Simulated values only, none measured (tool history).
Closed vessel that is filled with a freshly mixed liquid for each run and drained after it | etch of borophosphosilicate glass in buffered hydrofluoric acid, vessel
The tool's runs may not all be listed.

| run | day | temperature setpoint of the liquid (K) | parts of 40 % ammonium fluoride to one part of 49 % hydrofluoric acid (parts by volume) | time in the liquid (s) | thickness taken off the borophosphosilicate glass on a monitor wafer (nm) |
|---|---|---|---|---|---|
| 1 | 0 | 296.15 | 22.5 | 105 | 80.203 |
| 2 | 0.133 | 293.15 | 22.5 | 105 | 67.665 |
| 3 | 0.467 | 295.65 | 22.5 | 105 | 77.941 |
| 4 | 0.675 | 295.65 | 25 | 105 | 72.445 |
| 5 | 0.858 | 297.65 | 25 | 105 | 80.743 |
| 6 | 1.212 | 296.15 | 25 | 105 | 74.978 |
| 7 | 1.538 | 297.15 | 24.5 | 105 | 80.336 |
| 8 | 1.708 | 298.15 | 24 | 105 | 85.412 |
| 9 | 1.8 | 298.65 | 23.5 | 105 | 88.895 |
| 10 | 1.917 | 298.65 | 23.5 | 105 | 88.57 |

Forecast run 11:
| 11 | 2.129 | 299.15 | 23 | 105 | ? |

Run 11 gave thickness taken off the borophosphosilicate glass on a monitor wafer (nm) 93.034.
